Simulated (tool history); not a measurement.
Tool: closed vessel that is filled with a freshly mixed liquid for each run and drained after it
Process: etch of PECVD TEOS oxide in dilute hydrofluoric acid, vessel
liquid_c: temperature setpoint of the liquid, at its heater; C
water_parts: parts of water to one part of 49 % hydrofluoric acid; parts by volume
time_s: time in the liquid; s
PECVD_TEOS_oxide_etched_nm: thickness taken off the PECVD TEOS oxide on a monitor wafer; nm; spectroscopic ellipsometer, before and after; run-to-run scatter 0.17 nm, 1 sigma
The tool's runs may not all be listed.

| run | hour | liquid_c | water_parts | time_s | PECVD_TEOS_oxide_etched_nm |
|---|---|---|---|---|---|
| 1 | 0.0 | 24.0 | 140 | 100 | 19.557 |
| 2 | 8.3 | 24.0 | 160 | 100 | 16.606 |
| 3 | 12.5 | 24.0 | 115 | 100 | 24.351 |
| 4 | 19.2 | 25.0 | 115 | 100 | 25.342 |
| 5 | 25.2 | 25.0 | 140 | 100 | 20.322 |
| 6 | 28.8 | 27.0 | 140 | 100 | 21.903 |
| 7 | 29.6 | 27.5 | 135 | 100 | 23.215 |
| 8 | 38.4 | 28.0 | 130 | 100 | 24.712 |

Forecast run 9:
| 9 | 47.3 | 28.5 | 125 | 100 | ? |

{"run 9": {"PECVD_TEOS_oxide_etched_nm": 26.275}}
